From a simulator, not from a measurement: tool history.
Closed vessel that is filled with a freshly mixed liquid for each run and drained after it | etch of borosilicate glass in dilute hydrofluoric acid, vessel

| run | day | temperature setpoint of the liquid (°C) | parts of water to one part of 49 % hydrofluoric acid (parts by volume) | time in the liquid (s) | thickness taken off the borosilicate glass on a monitor wafer (Å) |
|---|---|---|---|---|---|
| 1 | 0 | 20 | 120 | 95 | 178.16 |
| 2 | 0.162 | 19.5 | 125 | 95 | 168.39 |
| 3 | 0.267 | 19 | 130 | 95 | 156.49 |
| 4 | 0.492 | 18.5 | 135 | 95 | 147 |
| 5 | 0.642 | 18.5 | 135 | 105 | 162.69 |
| 6 | 0.942 | 18 | 140 | 105 | 153.35 |

Run 7 comes next. What will it give?
| 7 | 1.146 | 18 | 145 | 105 | ? |

{"run 7": {"thickness taken off the borosilicate glass on a monitor wafer (Å)": 146.44}}

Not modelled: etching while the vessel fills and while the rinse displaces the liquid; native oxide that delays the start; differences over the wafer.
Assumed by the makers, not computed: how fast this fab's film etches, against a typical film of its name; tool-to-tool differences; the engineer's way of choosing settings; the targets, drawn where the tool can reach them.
